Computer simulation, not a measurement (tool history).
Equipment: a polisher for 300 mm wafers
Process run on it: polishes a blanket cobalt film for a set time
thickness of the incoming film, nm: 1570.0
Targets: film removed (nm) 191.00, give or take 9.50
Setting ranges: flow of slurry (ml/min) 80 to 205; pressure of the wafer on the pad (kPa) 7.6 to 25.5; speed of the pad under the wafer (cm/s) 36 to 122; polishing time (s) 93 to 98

| run | hour | flow of slurry (ml/min) | pressure of the wafer on the pad (kPa) | speed of the pad under the wafer (cm/s) | polishing time (s) | film removed (nm) |
|---|---|---|---|---|---|---|
| 1 | 0.0 | 135 | 16.5 | 78 | 93 | 358.91 |
| 2 | 5.8 | 135 | 15.9 | 78 | 93 | 337.19 |
| 3 | 11.9 | 135 | 15.9 | 78 | 93 | 344.92 |
| 4 | 12.4 | 135 | 15.9 | 78 | 93 | 357.01 |
| 5 | 17.4 | 135 | 17.9 | 78 | 93 | 392.43 |
| 6 | 23.4 | 135 | 17.9 | 78 | 93 | 389.53 |
| 7 | 28.2 | 135 | 16.5 | 78 | 93 | 368.32 |
| 8 | 34.9 | 135 | 15.9 | 76 | 93 | 337.93 |
| 9 | 41.3 | 135 | 15.2 | 76 | 93 | 312.73 |
| 10 | 45.8 | 135 | 14.5 | 76 | 93 | 311.54 |
| 11 | 51.5 | 135 | 13.8 | 76 | 93 | 293.67 |
| 12 | 56.8 | 135 | 13.1 | 76 | 93 | 275.44 |
| 13 | 62.0 | 135 | 12.4 | 76 | 93 | 267.14 |
| 14 | 65.7 | 135 | 11.7 | 76 | 93 | 253.61 |
| 15 | 74.3 | 135 | 11.0 | 76 | 93 | 231.63 |
| 16 | 77.6 | 135 | 9.7 | 76 | 93 | 211.04 |

4 candidate next runs follow, results not yet known. Just one meets every target within its allowed miss. Identify it.
| A | 80.9 | 140 | 11.0 | 74 | 94 | ? |
| B | 80.9 | 125 | 11.0 | 80 | 93 | ? |
| C | 80.9 | 170 | 8.3 | 98 | 96 | ? |
| D | 80.9 | 135 | 9.7 | 70 | 93 | ? |

| move | film removed (nm) |
|---|---|
| A | 239.18 |
| B | 249.09 |
| C | 253.06 |
| D | 195.99 |
A: misses by more than the last run did
B: misses by more than the last run did
C: misses by more than the last run did
D: in spec on every target
Correct choice: D, which meets every target
